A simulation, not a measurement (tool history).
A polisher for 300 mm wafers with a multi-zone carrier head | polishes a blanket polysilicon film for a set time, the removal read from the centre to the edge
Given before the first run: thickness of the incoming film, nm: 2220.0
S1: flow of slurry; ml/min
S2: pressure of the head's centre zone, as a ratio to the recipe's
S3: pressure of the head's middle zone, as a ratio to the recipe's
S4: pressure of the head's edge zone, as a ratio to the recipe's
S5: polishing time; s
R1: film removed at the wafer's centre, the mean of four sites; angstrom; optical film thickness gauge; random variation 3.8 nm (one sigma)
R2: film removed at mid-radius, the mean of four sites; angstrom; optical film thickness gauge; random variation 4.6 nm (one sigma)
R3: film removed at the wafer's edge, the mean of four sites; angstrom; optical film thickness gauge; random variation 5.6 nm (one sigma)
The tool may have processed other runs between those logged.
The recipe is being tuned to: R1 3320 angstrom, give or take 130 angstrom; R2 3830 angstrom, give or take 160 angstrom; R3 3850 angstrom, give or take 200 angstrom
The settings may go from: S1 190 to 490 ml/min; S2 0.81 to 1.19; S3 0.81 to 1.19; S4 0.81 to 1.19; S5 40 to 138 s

run 1 hour=0 | S1=315 S2=1 S3=1 S4=1 S5=88 | R1=6242.2 R2=6262.8 R3=6459.8
run 2 hour=7.5 | S1=315 S2=0.98 S3=1 S4=0.99 S5=83 | R1=5733.7 R2=5853.5 R3=6175.8
run 3 hour=11.8 | S1=315 S2=0.98 S3=1 S4=0.92 S5=83 | R1=5796 R2=5936.4 R3=6023.8
run 4 hour=16.4 | S1=315 S2=0.97 S3=1.01 S4=0.92 S5=78 | R1=5387.7 R2=5680 R3=5515.4
run 5 hour=18.9 | S1=315 S2=0.97 S3=0.97 S4=0.92 S5=78 | R1=5381.5 R2=5351.7 R3=5572.9
run 6 hour=27.4 | S1=315 S2=0.95 S3=0.97 S4=0.91 S5=74 | R1=4874.2 R2=5156.3 R3=5306.1
run 7 hour=32.6 | S1=315 S2=0.94 S3=0.97 S4=0.9 S5=71 | R1=4684.7 R2=4927.2 R3=5074.1
run 8 hour=38.7 | S1=315 S2=0.93 S3=0.97 S4=0.89 S5=68 | R1=4427.1 R2=4767.3 R3=4803.8
run 9 hour=45.5 | S1=315 S2=0.92 S3=0.97 S4=0.89 S5=66 | R1=4199.3 R2=4561.2 R3=4578.8
run 10 hour=48.3 | S1=310 S2=0.82 S3=0.93 S4=0.83 S5=54 | R1=3103.9 R2=3635.9 R3=3766.8

5 candidate next runs follow, results not yet known. Just one meets every target within its allowed miss. Identify it.
run A hour=51.1 | S1=340 S2=0.81 S3=0.9 S4=0.9 S5=52 | R1=? R2=? R3=?
run B hour=51.1 | S1=365 S2=0.84 S3=1.16 S4=0.81 S5=49 | R1=? R2=? R3=?
run C hour=51.1 | S1=305 S2=0.9 S3=0.84 S4=0.89 S5=52 | R1=? R2=? R3=?
run D hour=51.1 | S1=360 S2=0.87 S3=0.98 S4=0.9 S5=53 | R1=? R2=? R3=?
run E hour=51.1 | S1=320 S2=0.86 S3=0.81 S4=0.91 S5=57 | R1=? R2=? R3=?

move=A R1=2993.7 R2=3467 R3=3720
move=B R1=2951.8 R2=3992.9 R3=3417.5
move=C R1=3288.8 R2=3258.4 R3=3680.9
move=D R1=3299.8 R2=3785.2 R3=3803
move=E R1=3461.6 R2=3496.7 R3=4075.9
A: misses by more than the last run did
B: misses by more than the last run did
C: puts the biggest miss on target and leaves a different result outside tolerance
D: every result lands within tolerance
E: moves the result that the last run missed by most past its target, out the other side
Answer: D
